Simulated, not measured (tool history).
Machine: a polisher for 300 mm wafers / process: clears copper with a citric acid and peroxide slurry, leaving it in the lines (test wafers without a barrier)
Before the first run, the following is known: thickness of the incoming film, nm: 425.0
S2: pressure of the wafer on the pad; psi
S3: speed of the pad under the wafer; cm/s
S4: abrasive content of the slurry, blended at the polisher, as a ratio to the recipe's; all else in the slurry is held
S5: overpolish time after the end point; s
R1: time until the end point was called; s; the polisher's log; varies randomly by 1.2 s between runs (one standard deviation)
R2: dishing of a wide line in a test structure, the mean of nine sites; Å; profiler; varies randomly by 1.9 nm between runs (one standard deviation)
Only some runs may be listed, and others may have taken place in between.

run 1 day=0.000 | flow_of_slurry_(ml/min)=270 S2=4.1 S3=116 S4=1.00 S5=23 | R1=116.360 R2=529.74
run 2 day=0.192 | flow_of_slurry_(ml/min)=270 S2=4.1 S3=136 S4=1.00 S5=23 | R1=99.207 R2=593.69
run 3 day=0.242 | flow_of_slurry_(ml/min)=270 S2=4.1 S3=136 S4=1.10 S5=23 | R1=96.755 R2=604.11
run 4 day=0.450 | flow_of_slurry_(ml/min)=270 S2=4.2 S3=136 S4=1.10 S5=25 | R1=95.876 R2=653.03
run 5 day=0.579 | flow_of_slurry_(ml/min)=270 S2=4.8 S3=136 S4=1.10 S5=25 | R1=84.849 R2=724.02
run 6 day=0.908 | flow_of_slurry_(ml/min)=270 S2=4.8 S3=136 S4=1.30 S5=25 | R1=82.316 R2=693.55
run 7 day=1.042 | flow_of_slurry_(ml/min)=270 S2=4.7 S3=136 S4=1.30 S5=27 | R1=81.904 R2=705.16

Run 8 comes next. What will it give?
run 8 day=1.379 | flow_of_slurry_(ml/min)=265 S2=4.6 S3=136 S4=1.25 S5=29 | R1=? R2=?

{"run 8": {"R1": 85.464, "R2": 755.67}}
